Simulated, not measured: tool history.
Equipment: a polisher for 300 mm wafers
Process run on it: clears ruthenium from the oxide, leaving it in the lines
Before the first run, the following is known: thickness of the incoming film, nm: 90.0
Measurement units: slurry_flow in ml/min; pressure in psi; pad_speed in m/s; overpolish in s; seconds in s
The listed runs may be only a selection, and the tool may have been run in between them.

{"run": 1, "hour": 0.0, "slurry_flow": 185, "pressure": 2.5, "pad_speed": 0.92, "overpolish": 4, "seconds": 80.81}
{"run": 2, "hour": 7.5, "slurry_flow": 185, "pressure": 2.2, "pad_speed": 0.92, "overpolish": 4, "seconds": 93.062}
{"run": 3, "hour": 13.7, "slurry_flow": 185, "pressure": 2.0, "pad_speed": 0.92, "overpolish": 4, "seconds": 98.182}
{"run": 4, "hour": 20.3, "slurry_flow": 185, "pressure": 1.8, "pad_speed": 0.92, "overpolish": 4, "seconds": 106.96}
{"run": 5, "hour": 25.3, "slurry_flow": 140, "pressure": 1.8, "pad_speed": 0.92, "overpolish": 4, "seconds": 112.87}
{"run": 6, "hour": 32.2, "slurry_flow": 140, "pressure": 1.7, "pad_speed": 0.92, "overpolish": 4, "seconds": 118.56}
{"run": 7, "hour": 38.4, "slurry_flow": 135, "pressure": 1.6, "pad_speed": 0.92, "overpolish": 4, "seconds": 124.4}

Estimate the outcome of run 8 from the log above:
{"run": 8, "hour": 47.1, "slurry_flow": 135, "pressure": 1.5, "pad_speed": 0.92, "overpolish": 4, "seconds": "?"}

{"run 8": {"seconds": 128.94}}
